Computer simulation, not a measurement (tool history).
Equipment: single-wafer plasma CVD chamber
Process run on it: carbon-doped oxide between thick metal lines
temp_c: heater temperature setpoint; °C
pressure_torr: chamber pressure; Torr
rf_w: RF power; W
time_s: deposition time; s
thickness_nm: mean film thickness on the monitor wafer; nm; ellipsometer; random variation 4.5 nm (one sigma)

Run 1, hour 0.0: temp_c 365 °C, pressure_torr 3.68 Torr, rf_w 490 W, time_s 237 s. Result: thickness_nm 971.68 nm.
Run 2, hour 8.3: temp_c 360 °C, pressure_torr 3.68 Torr, rf_w 490 W, time_s 237 s. Result: thickness_nm 986.18 nm.
Run 3, hour 11.2: temp_c 363 °C, pressure_torr 3.45 Torr, rf_w 475 W, time_s 237 s. Result: thickness_nm 955.30 nm.
Run 4, hour 17.5: temp_c 363 °C, pressure_torr 4.05 Torr, rf_w 475 W, time_s 237 s. Result: thickness_nm 971.11 nm.
Run 5, hour 25.5: temp_c 365 °C, pressure_torr 3.88 Torr, rf_w 455 W, time_s 237 s. Result: thickness_nm 931.78 nm.
Run 6, hour 30.6: temp_c 365 °C, pressure_torr 3.88 Torr, rf_w 455 W, time_s 245 s. Result: thickness_nm 962.71 nm.

Predict the results of run 7:
Run 7, hour 31.4: temp_c 367 °C, pressure_torr 3.75 Torr, rf_w 440 W, time_s 245 s. Result: thickness_nm ?.

{"run 7": {"thickness_nm": 928.33}}
